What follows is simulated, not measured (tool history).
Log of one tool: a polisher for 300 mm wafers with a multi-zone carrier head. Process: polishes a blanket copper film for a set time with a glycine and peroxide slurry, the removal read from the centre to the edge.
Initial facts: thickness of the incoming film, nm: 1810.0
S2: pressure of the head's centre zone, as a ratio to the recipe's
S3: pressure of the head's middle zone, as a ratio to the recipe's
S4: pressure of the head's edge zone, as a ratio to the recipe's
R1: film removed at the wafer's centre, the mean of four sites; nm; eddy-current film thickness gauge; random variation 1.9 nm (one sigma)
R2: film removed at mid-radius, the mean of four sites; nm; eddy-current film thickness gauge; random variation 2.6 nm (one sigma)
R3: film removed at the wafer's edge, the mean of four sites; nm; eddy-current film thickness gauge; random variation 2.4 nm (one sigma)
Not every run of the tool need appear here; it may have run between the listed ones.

run 1 day=0 | flow_of_slurry_(ml/min)=305 S2=1 S3=1 S4=1 polishing_time_(s)=60 | R1=369.97 R2=357.45 R3=369.4
run 2 day=0.196 | flow_of_slurry_(ml/min)=305 S2=0.98 S3=1 S4=0.98 polishing_time_(s)=56 | R1=336.05 R2=340.47 R3=345.72
run 3 day=0.421 | flow_of_slurry_(ml/min)=335 S2=0.98 S3=1 S4=0.98 polishing_time_(s)=56 | R1=340.09 R2=341.47 R3=343.65
run 4 day=0.662 | flow_of_slurry_(ml/min)=335 S2=0.92 S3=1 S4=0.98 polishing_time_(s)=56 | R1=318.76 R2=344.62 R3=350.27
run 5 day=0.738 | flow_of_slurry_(ml/min)=335 S2=0.92 S3=1 S4=0.97 polishing_time_(s)=52 | R1=294.38 R2=321.95 R3=321.27
run 6 day=1.088 | flow_of_slurry_(ml/min)=335 S2=0.92 S3=1 S4=1.04 polishing_time_(s)=52 | R1=297.31 R2=318.32 R3=330.03

Estimate the outcome of run 7 from the log above:
run 7 day=1.354 | flow_of_slurry_(ml/min)=340 S2=0.92 S3=1 S4=1.03 polishing_time_(s)=48 | R1=? R2=? R3=?

R1: 270.26 nm
R2: 295.15 nm
R3: 303.14 nm

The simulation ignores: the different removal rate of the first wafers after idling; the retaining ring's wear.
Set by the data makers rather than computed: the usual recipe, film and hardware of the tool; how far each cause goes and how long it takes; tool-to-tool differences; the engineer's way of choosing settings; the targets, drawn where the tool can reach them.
